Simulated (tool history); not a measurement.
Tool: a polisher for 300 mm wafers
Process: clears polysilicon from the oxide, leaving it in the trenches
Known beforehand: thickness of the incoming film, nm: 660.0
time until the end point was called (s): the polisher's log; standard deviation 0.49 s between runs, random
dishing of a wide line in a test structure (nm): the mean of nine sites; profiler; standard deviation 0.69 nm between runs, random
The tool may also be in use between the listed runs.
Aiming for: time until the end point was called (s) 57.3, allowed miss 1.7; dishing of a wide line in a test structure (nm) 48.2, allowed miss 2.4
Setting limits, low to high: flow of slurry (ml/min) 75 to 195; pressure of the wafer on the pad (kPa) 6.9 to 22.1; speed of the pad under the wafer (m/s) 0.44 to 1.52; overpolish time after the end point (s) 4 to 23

run  hour  flow of slurry (ml/min)  pressure of the wafer on the pad (kPa)  speed of the pad under the wafer (m/s)  overpolish time after the end point (s)  time until the end point was called (s)  dishing of a wide line in a test structure (nm)
  1     0                      125                                    14.5                                    0.98                                       12                                    71.39                                           43.644
  2   8.6                      130                                    15.2                                    0.98                                       12                                   68.166                                           43.642
  3  12.4                      130                                    15.2                                    1.14                                       12                                   58.877                                            45.92
  4  14.3                      130                                    15.2                                    1.14                                        7                                   59.721                                           38.233
  5  22.3                      130                                    15.2                                    1.14                                        8                                   58.928                                           40.462
  6    25                      130                                    17.9                                    1.14                                        8                                   50.703                                            42.98
  7  27.5                      125                                    17.9                                    1.14                                        9                                   50.767                                           43.197
  8  35.9                      120                                    17.9                                    1.14                                       10                                   52.301                                           45.986

Consider the 4 candidate settings below. Which is the only one whose results all fall within their allowed miss of target?
  A  44.3                      125                                    18.6                                    1.24                                        8                                        ?                                                ?
  B  44.3                      105                                    16.5                                    1.16                                       16                                        ?                                                ?
  C  44.3                      105                                    20.7                                    1.12                                        7                                        ?                                                ?
  D  44.3                      105                                    17.9                                    1.28                                       16                                        ?                                                ?

move  time until the end point was called (s)  dishing of a wide line in a test structure (nm)
   A                                   46.097                                           43.868
   B                                   57.095                                           47.651
   C                                   47.274                                           41.876
   D                                   48.626                                           48.237
A: lands further from the targets than the last run did
B: every result lands within tolerance
C: lands further from the targets than the last run did
D: lands further from the targets than the last run did
The move that meets every target is B.
